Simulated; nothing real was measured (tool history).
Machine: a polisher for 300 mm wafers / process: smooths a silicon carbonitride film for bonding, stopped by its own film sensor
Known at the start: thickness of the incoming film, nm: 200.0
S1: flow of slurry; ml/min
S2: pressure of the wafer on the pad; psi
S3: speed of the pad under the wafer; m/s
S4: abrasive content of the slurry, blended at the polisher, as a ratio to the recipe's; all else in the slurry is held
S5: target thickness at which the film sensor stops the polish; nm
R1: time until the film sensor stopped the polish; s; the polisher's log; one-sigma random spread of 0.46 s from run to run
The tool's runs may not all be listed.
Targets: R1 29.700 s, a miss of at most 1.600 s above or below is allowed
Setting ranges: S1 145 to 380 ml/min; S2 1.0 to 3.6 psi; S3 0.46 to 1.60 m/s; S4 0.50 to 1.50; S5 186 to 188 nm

run	hour	S1	S2	S3	S4	S5	R1
1	0.0	245	2.3	1.02	1.00	186	45.871
2	3.8	245	1.9	1.02	1.00	186	57.534
3	6.0	245	2.2	1.04	1.00	186	49.517
4	14.2	245	2.4	1.06	1.00	186	43.721
5	18.5	245	2.6	1.06	1.00	186	40.099
6	20.3	245	2.6	1.06	1.00	188	34.491
7	25.6	245	2.7	1.06	1.00	188	33.592
8	26.6	245	2.8	1.06	1.00	188	33.227
9	35.4	245	2.9	1.06	1.00	188	31.605

Of the 5 settings listed for the next run, only one would bring every result within its allowed miss of target. Which one?
A	44.2	225	3.5	1.06	1.05	186	?
B	44.2	230	3.1	1.10	0.95	186	?
C	44.2	220	3.1	1.20	1.10	188	?
D	44.2	235	3.2	1.32	1.00	187	?
E	44.2	240	3.2	1.12	1.05	188	?

move	R1
A	30.031
B	34.696
C	25.763
D	26.236
E	26.706
A: meets every target
B: the biggest miss grows against the last run
C: moves the result that the last run missed by most past its target, out the other side
D: moves the result that the last run missed by most past its target, out the other side
E: moves the result that the last run missed by most past its target, out the other side
Go with A: it meets all targets.
